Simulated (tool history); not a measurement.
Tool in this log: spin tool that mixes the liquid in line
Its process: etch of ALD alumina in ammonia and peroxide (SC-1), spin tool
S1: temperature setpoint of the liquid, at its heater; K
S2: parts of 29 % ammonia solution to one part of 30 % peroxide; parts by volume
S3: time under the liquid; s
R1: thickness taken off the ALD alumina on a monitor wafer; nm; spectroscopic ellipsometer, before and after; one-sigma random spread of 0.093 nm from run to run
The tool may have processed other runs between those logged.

run  hour      S1    S2   S3      R1
  1     0  322.15  0.75  315  19.247
  2   5.8  315.65  0.75  315  13.364
  3     8  315.15   0.7  315  12.759
  4   8.8  318.15   0.7  315  15.369
  5  10.8  318.15   0.7  340  16.471
  6  14.1  317.15  0.65  340  15.379
  7  17.2  316.15   0.6  340  14.479
  8  24.8  315.15  0.55  340  13.525

Forecast run 9:
  9  28.1  314.65  0.5  340   ?

Run 9 gave R1 13.281 nm.
